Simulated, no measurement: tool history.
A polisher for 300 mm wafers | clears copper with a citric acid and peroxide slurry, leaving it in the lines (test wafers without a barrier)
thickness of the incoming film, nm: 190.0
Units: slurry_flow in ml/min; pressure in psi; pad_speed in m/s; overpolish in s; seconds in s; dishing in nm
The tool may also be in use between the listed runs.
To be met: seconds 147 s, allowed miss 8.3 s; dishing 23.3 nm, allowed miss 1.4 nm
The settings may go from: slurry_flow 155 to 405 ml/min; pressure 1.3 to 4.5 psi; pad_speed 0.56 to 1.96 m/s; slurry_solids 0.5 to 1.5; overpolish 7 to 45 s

Run 1, hour 0: slurry_flow 260 ml/min, pressure 2.9 psi, pad_speed 1.26 m/s, slurry_solids 1, overpolish 23 s. Result: seconds 64.816 s, dishing 39.209 nm.
Run 2, hour 3.4: slurry_flow 260 ml/min, pressure 2.6 psi, pad_speed 1.2 m/s, slurry_solids 1, overpolish 24 s. Result: seconds 79.86 s, dishing 36.263 nm.
Run 3, hour 11.5: slurry_flow 260 ml/min, pressure 2.4 psi, pad_speed 1.2 m/s, slurry_solids 1, overpolish 24 s. Result: seconds 83.031 s, dishing 34.465 nm.
Run 4, hour 19.7: slurry_flow 260 ml/min, pressure 2.1 psi, pad_speed 1.2 m/s, slurry_solids 1, overpolish 24 s. Result: seconds 97.11 s, dishing 31.497 nm.
Run 5, hour 22.8: slurry_flow 310 ml/min, pressure 2.1 psi, pad_speed 1.2 m/s, slurry_solids 1, overpolish 24 s. Result: seconds 94.7 s, dishing 31.508 nm.
Run 6, hour 27.7: slurry_flow 310 ml/min, pressure 2 psi, pad_speed 1.18 m/s, slurry_solids 1, overpolish 24 s. Result: seconds 99.404 s, dishing 28.629 nm.
Run 7, hour 29.8: slurry_flow 310 ml/min, pressure 2 psi, pad_speed 1.18 m/s, slurry_solids 1, overpolish 24 s. Result: seconds 101.48 s, dishing 29.81 nm.
Run 8, hour 33.4: slurry_flow 310 ml/min, pressure 1.9 psi, pad_speed 1.16 m/s, slurry_solids 1, overpolish 24 s. Result: seconds 107.33 s, dishing 27.986 nm.
Run 9, hour 37.9: slurry_flow 310 ml/min, pressure 1.8 psi, pad_speed 1.14 m/s, slurry_solids 1, overpolish 24 s. Result: seconds 113.73 s, dishing 25.316 nm.
Run 10, hour 46.2: slurry_flow 310 ml/min, pressure 1.7 psi, pad_speed 1.14 m/s, slurry_solids 1, overpolish 25 s. Result: seconds 123.51 s, dishing 25.928 nm.
Run 11, hour 49.8: slurry_flow 310 ml/min, pressure 1.6 psi, pad_speed 1.14 m/s, slurry_solids 1, overpolish 25 s. Result: seconds 127.25 s, dishing 24.228 nm.

4 next moves are on the table. One of them brings every result within its allowed miss. Which?
Run A, hour 53.4: slurry_flow 225 ml/min, pressure 1.5 psi, pad_speed 1.14 m/s, slurry_solids 0.95, overpolish 30 s. Result: seconds ?, dishing ?.
Run B, hour 53.4: slurry_flow 260 ml/min, pressure 1.5 psi, pad_speed 1.2 m/s, slurry_solids 0.9, overpolish 30 s. Result: seconds ?, dishing ?.
Run C, hour 53.4: slurry_flow 295 ml/min, pressure 1.7 psi, pad_speed 1.12 m/s, slurry_solids 1.05, overpolish 23 s. Result: seconds ?, dishing ?.
Run D, hour 53.4: slurry_flow 295 ml/min, pressure 1.4 psi, pad_speed 1.08 m/s, slurry_solids 1.15, overpolish 29 s. Result: seconds ?, dishing ?.

move  seconds  dishing
   A   137.09   25.535
   B   129.33   26.785
   C   118.31   23.335
   D   144.87   23.582
A: nearer than the last run, and not there yet
B: as far off as the last run
C: further off than the last run
D: meets every target
The right move is D.
